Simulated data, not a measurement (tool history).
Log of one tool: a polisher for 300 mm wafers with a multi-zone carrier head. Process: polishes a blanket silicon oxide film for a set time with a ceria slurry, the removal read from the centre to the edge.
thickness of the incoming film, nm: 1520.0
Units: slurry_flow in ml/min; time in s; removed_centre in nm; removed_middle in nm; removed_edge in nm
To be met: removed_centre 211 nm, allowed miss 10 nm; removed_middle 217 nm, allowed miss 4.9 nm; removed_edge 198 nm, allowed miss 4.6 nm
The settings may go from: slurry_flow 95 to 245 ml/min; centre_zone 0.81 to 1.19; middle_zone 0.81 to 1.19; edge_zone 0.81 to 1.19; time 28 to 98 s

| run | hour | slurry_flow | centre_zone | middle_zone | edge_zone | time | removed_centre | removed_middle | removed_edge |
|---|---|---|---|---|---|---|---|---|---|
| 1 | 0 | 155 | 1 | 1 | 1 | 63 | 244.62 | 247.04 | 242.13 |
| 2 | 3.9 | 125 | 1 | 1 | 1 | 63 | 232.78 | 238.39 | 234.9 |
| 3 | 7.3 | 125 | 1 | 1 | 1 | 53 | 195.55 | 199.84 | 194.75 |
| 4 | 8.4 | 135 | 1.01 | 1.01 | 0.99 | 53 | 201.95 | 206.74 | 197.42 |
| 5 | 12 | 140 | 1.01 | 1.02 | 0.98 | 53 | 205 | 207.35 | 196.23 |
|  | 20.2 | edge zone pressure recalibrated |
| 6 | 20.2 | 140 | 1.01 | 1.02 | 0.91 | 53 | 200.74 | 206.63 | 199.47 |
| 7 | 20.9 | 145 | 1.02 | 1.03 | 0.91 | 53 | 203.25 | 212.32 | 198.91 |
| 8 | 24.4 | 150 | 1.03 | 1.03 | 0.91 | 53 | 209.44 | 213.2 | 203.08 |
| 9 | 31.6 | 150 | 1.04 | 1.04 | 0.91 | 52 | 208.48 | 208.89 | 196.05 |

4 next moves are on the table. One of them brings every result within its allowed miss. Which?
| A | 38.8 | 100 | 0.93 | 0.92 | 0.81 | 59 | ? | ? | ? |
| B | 38.8 | 200 | 1.06 | 1.11 | 0.97 | 49 | ? | ? | ? |
| C | 38.8 | 175 | 0.93 | 1.01 | 0.92 | 53 | ? | ? | ? |
| D | 38.8 | 160 | 1.05 | 0.99 | 0.87 | 52 | ? | ? | ? |

| move | removed_centre | removed_middle | removed_edge |
|---|---|---|---|
| A | 196.15 | 199.8 | 205.3 |
| B | 207.3 | 213.85 | 197.78 |
| C | 192.81 | 210.11 | 206.44 |
| D | 210.99 | 200.23 | 195.81 |
A: further off than the last run
B: meets every target
C: further off than the last run
D: further off than the last run
Answer: B
